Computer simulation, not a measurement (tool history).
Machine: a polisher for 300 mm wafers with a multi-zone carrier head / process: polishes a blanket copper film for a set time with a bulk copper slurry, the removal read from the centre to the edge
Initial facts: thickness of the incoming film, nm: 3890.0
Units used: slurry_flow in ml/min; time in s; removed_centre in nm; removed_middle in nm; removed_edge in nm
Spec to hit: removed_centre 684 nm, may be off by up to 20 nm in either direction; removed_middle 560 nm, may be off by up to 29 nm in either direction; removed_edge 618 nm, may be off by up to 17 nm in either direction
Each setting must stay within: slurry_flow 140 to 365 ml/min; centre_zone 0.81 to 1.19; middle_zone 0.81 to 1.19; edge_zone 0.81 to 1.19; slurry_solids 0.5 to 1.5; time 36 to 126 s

run	hour	slurry_flow	centre_zone	middle_zone	edge_zone	slurry_solids	time	removed_centre	removed_middle	removed_edge
1	0	235	1	1	1	1	81	477.81	425.37	433.16
2	1.8	235	1	1	1	0.9	81	451.83	415.74	410.21
3	10.8	240	1.01	1.01	1.02	0.95	82	473.17	428.48	431.58
4	17.8	240	1.01	1.01	0.95	0.95	82	479.92	436.73	420.44
5	22.9	245	1.02	1.02	0.97	1	83	497.65	429.17	433.58
6	23.8	245	1.02	1.02	0.97	1	102	618.8	548.25	536
7	28.2	250	1.02	1.02	0.99	1	102	611.51	557.65	538.43
8	34.1	250	1.03	1.01	1.01	1.05	102	637.49	565.77	547.04
9	40.6	245	1.02	0.99	1.03	1.1	102	631.24	541.96	562.8
10	45.6	250	1.02	0.99	1.04	1.1	102	639.51	565.1	565.25
11	52.6	250	1.02	0.98	1.05	1.1	102	632.79	543.91	576.52
12	59	255	1.02	0.98	1.06	1.1	102	644.38	545.48	573.1
13	66	260	1.02	0.98	1.07	1.1	102	637.86	550.99	574.41
14	71.1	260	1.02	0.98	1.08	1.1	102	640.63	555.18	584.4

4 candidate next runs follow, results not yet known. Just one meets every target within its allowed miss. Identify it.
A	76.2	280	1.12	0.91	1.1	1.15	105	?	?	?
B	76.2	230	1.07	0.86	1.04	1.1	113	?	?	?
C	76.2	265	1	0.86	1.03	1.2	107	?	?	?
D	76.2	285	0.92	0.94	1.13	1	115	?	?	?

move	removed_centre	removed_middle	removed_edge
A	742.91	557.66	618.14
B	735.39	563.35	626.47
C	685.8	558.27	614.92
D	651.07	595	657.63
A: takes the result that was furthest off past its target
B: takes the result that was furthest off past its target
C: meets every target
D: lands further from the targets than the last run did
So the answer is move C, the one that meets all the targets.
